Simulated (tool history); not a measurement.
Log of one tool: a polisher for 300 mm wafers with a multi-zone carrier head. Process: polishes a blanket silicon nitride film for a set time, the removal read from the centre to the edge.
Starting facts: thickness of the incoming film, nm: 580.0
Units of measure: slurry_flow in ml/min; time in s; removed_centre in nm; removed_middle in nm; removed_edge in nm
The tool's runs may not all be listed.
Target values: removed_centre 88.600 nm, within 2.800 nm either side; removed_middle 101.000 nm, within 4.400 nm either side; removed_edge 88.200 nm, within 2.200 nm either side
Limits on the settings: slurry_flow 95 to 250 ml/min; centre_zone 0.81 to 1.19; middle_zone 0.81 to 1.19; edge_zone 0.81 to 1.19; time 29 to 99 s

run	day	slurry_flow	centre_zone	middle_zone	edge_zone	time	removed_centre	removed_middle	removed_edge
1	0.000	160	1.00	1.00	1.00	64	109.490	108.970	109.960
2	0.142	155	0.99	1.01	0.98	63	105.500	103.790	104.550
3	0.488	150	0.98	1.03	0.97	63	104.880	108.710	105.500
4	0.592	150	0.98	1.03	1.05	63	102.740	106.190	109.480
5	0.817	145	0.97	1.04	1.02	62	99.491	104.760	104.980
6	0.979	145	1.04	1.04	1.02	62	104.760	106.810	105.710
7	1.279	140	1.03	1.05	1.00	61	101.850	104.140	102.130
8	1.492	135	1.02	1.06	0.98	61	101.380	105.430	100.300
9	1.612	130	1.01	1.07	0.97	61	99.712	103.930	100.370
10	1.754	130	1.00	1.08	0.95	60	98.089	102.810	97.013
11	1.829	125	0.99	1.09	0.94	60	93.777	103.820	94.738
12	2.154	120	0.99	1.09	0.93	60	92.983	100.870	94.025
13	2.496	120	0.99	1.09	0.93	60	93.642	102.320	94.771
14	2.696	120	0.99	1.09	0.92	60	93.479	104.540	93.870
15	2.967	100	0.97	1.07	0.85	59	83.905	94.084	86.575
16	3.308	100	0.97	1.07	0.85	59	85.619	92.600	85.250
17	3.379	105	0.97	1.07	0.85	59	86.903	95.822	87.208

Below are 4 possible settings for the next run. Only one of them brings all results inside the allowed miss of their targets. Which is it?
A	3.450	120	1.01	1.03	0.82	56	?	?	?
B	3.450	125	0.93	1.08	0.82	59	?	?	?
C	3.450	105	0.95	1.03	0.91	60	?	?	?
D	3.450	105	0.96	1.01	0.87	58	?	?	?

move	removed_centre	removed_middle	removed_edge
A	88.173	88.114	83.731
B	88.278	97.757	88.836
C	86.020	90.714	91.473
D	83.816	86.248	86.651
A: further off than the last run
B: all results in spec
C: further off than the last run
D: further off than the last run
Answer: B
